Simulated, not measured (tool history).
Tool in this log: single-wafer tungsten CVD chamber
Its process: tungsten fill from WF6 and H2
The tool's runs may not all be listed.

run,hour,heater temperature setpoint (°C),chamber pressure (Torr),deposition time (s),mean film thickness on the monitor wafer (angstrom)
1,0.0,380,50.8,16.4,388.38
2,2.6,375,50.8,16.4,356.93
3,4.6,375,50.8,16.4,351.91
4,8.8,375,50.8,16.4,356.23
5,11.4,384,51.4,16.4,417.30
6,16.6,384,45.9,16.4,397.35
7,19.2,390,47.8,16.4,450.49

Run 8 comes next. What will it give?
8,28.0,394,49.0,16.4,?

mean film thickness on the monitor wafer (angstrom): 487.76
